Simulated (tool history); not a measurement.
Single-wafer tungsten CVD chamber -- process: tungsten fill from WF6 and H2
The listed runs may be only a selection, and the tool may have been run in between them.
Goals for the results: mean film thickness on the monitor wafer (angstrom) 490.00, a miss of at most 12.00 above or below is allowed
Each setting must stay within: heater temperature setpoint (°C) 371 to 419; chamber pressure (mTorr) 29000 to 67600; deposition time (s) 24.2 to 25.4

| run | hour | heater temperature setpoint (°C) | chamber pressure (mTorr) | deposition time (s) | mean film thickness on the monitor wafer (angstrom) |
|---|---|---|---|---|---|
| 1 | 0.0 | 395 | 48300 | 25.4 | 770.43 |
| 2 | 8.3 | 395 | 56500 | 25.4 | 824.75 |
| 3 | 11.7 | 395 | 56500 | 24.2 | 784.08 |
| 4 | 14.5 | 395 | 56500 | 25.4 | 828.90 |
| 5 | 15.8 | 395 | 60800 | 25.4 | 842.49 |
| 6 | 22.4 | 395 | 60800 | 24.2 | 813.98 |
| 7 | 24.0 | 387 | 58300 | 24.2 | 688.27 |
| 8 | 26.2 | 382 | 56500 | 24.2 | 618.25 |
| 9 | 32.2 | 378 | 55300 | 24.2 | 571.20 |
| 10 | 40.2 | 376 | 54200 | 24.2 | 544.04 |
| 11 | 45.7 | 374 | 53700 | 24.2 | 523.39 |

5 next moves are on the table. One of them brings every result within its allowed miss. Which?
| A | 51.2 | 373 | 47700 | 24.6 | ? |
| B | 51.2 | 376 | 49000 | 24.7 | ? |
| C | 51.2 | 371 | 46800 | 24.2 | ? |
| D | 51.2 | 381 | 42600 | 24.2 | ? |
| E | 51.2 | 375 | 53300 | 25.4 | ? |

| move | mean film thickness on the monitor wafer (angstrom) |
|---|---|
| A | 493.42 |
| B | 531.10 |
| C | 463.01 |
| D | 534.62 |
| E | 557.42 |
A: each result inside its tolerance
B: its largest miss is bigger than the last run's
C: carries the result that was furthest off beyond its target, to the other side
D: its largest miss is bigger than the last run's
E: its largest miss is bigger than the last run's
Correct choice: A, which meets every target
